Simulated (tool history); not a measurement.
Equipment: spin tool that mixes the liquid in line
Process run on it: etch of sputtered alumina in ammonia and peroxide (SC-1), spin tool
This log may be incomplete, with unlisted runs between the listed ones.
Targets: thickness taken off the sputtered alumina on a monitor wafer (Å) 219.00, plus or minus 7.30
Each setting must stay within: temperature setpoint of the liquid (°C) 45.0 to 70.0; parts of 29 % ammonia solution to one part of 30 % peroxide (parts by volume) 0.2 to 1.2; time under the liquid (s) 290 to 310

| run | day | temperature setpoint of the liquid (°C) | parts of 29 % ammonia solution to one part of 30 % peroxide (parts by volume) | time under the liquid (s) | thickness taken off the sputtered alumina on a monitor wafer (Å) |
|---|---|---|---|---|---|
| 1 | 0.000 | 61.0 | 1.0 | 290 | 363.06 |
| 2 | 0.042 | 61.0 | 1.0 | 290 | 362.19 |
| 3 | 0.196 | 61.0 | 1.2 | 290 | 376.36 |
| 4 | 0.571 | 58.0 | 1.2 | 290 | 323.04 |
| 5 | 0.700 | 58.0 | 1.2 | 310 | 339.91 |
| 6 | 0.754 | 56.0 | 1.2 | 310 | 308.15 |
|  | 1.104 | thermometer replaced |
| 7 | 1.104 | 54.5 | 1.2 | 310 | 253.28 |
| 8 | 1.196 | 54.0 | 1.2 | 310 | 247.20 |
| 9 | 1.550 | 51.0 | 1.2 | 310 | 205.25 |

Which one of the following 5 next-run settings gets every result inside its allowed miss? There is exactly one.
| A | 1.904 | 51.5 | 1.2 | 310 | ? |
| B | 1.904 | 51.0 | 1.2 | 290 | ? |
| C | 1.904 | 48.5 | 1.1 | 310 | ? |
| D | 1.904 | 50.0 | 1.2 | 305 | ? |
| E | 1.904 | 50.0 | 1.2 | 310 | ? |

| move | thickness taken off the sputtered alumina on a monitor wafer (Å) |
|---|---|
| A | 217.68 |
| B | 198.16 |
| C | 183.06 |
| D | 197.30 |
| E | 200.54 |
A: all results in spec
B: the biggest miss grows against the last run
C: the biggest miss grows against the last run
D: the biggest miss grows against the last run
E: the biggest miss grows against the last run
A meets every target.
